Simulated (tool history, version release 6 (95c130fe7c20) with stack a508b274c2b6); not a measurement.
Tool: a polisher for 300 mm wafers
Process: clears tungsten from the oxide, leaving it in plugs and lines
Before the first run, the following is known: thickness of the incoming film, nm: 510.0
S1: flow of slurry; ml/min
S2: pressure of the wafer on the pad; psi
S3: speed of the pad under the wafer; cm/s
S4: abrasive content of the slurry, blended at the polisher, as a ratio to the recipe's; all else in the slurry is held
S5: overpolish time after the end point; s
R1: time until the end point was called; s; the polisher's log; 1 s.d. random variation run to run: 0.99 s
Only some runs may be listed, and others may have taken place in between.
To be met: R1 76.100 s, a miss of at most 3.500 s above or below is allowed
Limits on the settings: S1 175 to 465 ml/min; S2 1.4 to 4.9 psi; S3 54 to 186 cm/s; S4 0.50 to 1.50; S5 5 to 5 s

{"run": 1, "hour": 0.0, "S1": 295, "S2": 3.1, "S3": 118, "S4": 1.0, "S5": 5, "R1": 137.05}
{"run": 2, "hour": 6.1, "S1": 250, "S2": 3.1, "S3": 118, "S4": 1.0, "S5": 5, "R1": 136.96}
{"run": 3, "hour": 13.1, "S1": 250, "S2": 3.1, "S3": 118, "S4": 1.0, "S5": 5, "R1": 137.46}
{"run": 4, "hour": 16.0, "S1": 250, "S2": 3.3, "S3": 118, "S4": 1.0, "S5": 5, "R1": 130.63}
{"run": 5, "hour": 19.2, "S1": 315, "S2": 3.3, "S3": 118, "S4": 1.0, "S5": 5, "R1": 128.6}
{"run": 6, "hour": 23.6, "S1": 315, "S2": 3.3, "S3": 98, "S4": 1.0, "S5": 5, "R1": 153.24}
{"run": 7, "hour": 24.6, "S1": 315, "S2": 3.5, "S3": 100, "S4": 1.0, "S5": 5, "R1": 142.46}
{"run": 8, "hour": 30.3, "S1": 315, "S2": 3.6, "S3": 102, "S4": 1.0, "S5": 5, "R1": 138.11}
{"run": 9, "hour": 39.0, "S1": 315, "S2": 3.7, "S3": 106, "S4": 1.0, "S5": 5, "R1": 129.35}
{"run": 10, "hour": 46.2, "S1": 315, "S2": 3.8, "S3": 108, "S4": 1.0, "S5": 5, "R1": 120.44}
{"run": 11, "hour": 52.1, "S1": 315, "S2": 3.9, "S3": 110, "S4": 1.0, "S5": 5, "R1": 116.25}
{"run": 12, "hour": 54.4, "S1": 315, "S2": 4.0, "S3": 112, "S4": 1.0, "S5": 5, "R1": 111.34}
{"run": 13, "hour": 60.5, "S1": 315, "S2": 4.1, "S3": 114, "S4": 1.0, "S5": 5, "R1": 107.67}
{"hour": 67.2, "done": "slurry tank refilled with fresh slurry and peroxide"}
{"run": 14, "hour": 67.2, "S1": 320, "S2": 4.9, "S3": 130, "S4": 1.0, "S5": 5, "R1": 66.698}

Which one of the following 5 next-run settings gets every result inside its allowed miss? There is exactly one.
{"run": "A", "hour": 73.9, "S1": 290, "S2": 4.9, "S3": 140, "S4": 0.95, "S5": 5, "R1": "?"}
{"run": "B", "hour": 73.9, "S1": 280, "S2": 4.7, "S3": 140, "S4": 1.15, "S5": 5, "R1": "?"}
{"run": "C", "hour": 73.9, "S1": 335, "S2": 4.5, "S3": 126, "S4": 0.95, "S5": 5, "R1": "?"}
{"run": "D", "hour": 73.9, "S1": 345, "S2": 4.5, "S3": 134, "S4": 0.95, "S5": 5, "R1": "?"}
{"run": "E", "hour": 73.9, "S1": 315, "S2": 4.9, "S3": 154, "S4": 1.05, "S5": 5, "R1": "?"}

move=A R1=63.606
move=B R1=64.579
move=C R1=75.788
move=D R1=71.236
move=E R1=56.758
A: the biggest miss grows against the last run
B: the biggest miss grows against the last run
C: meets every target
D: an improvement on the last run, though not all results are within tolerance
E: the biggest miss grows against the last run
Go with C: it meets all targets.
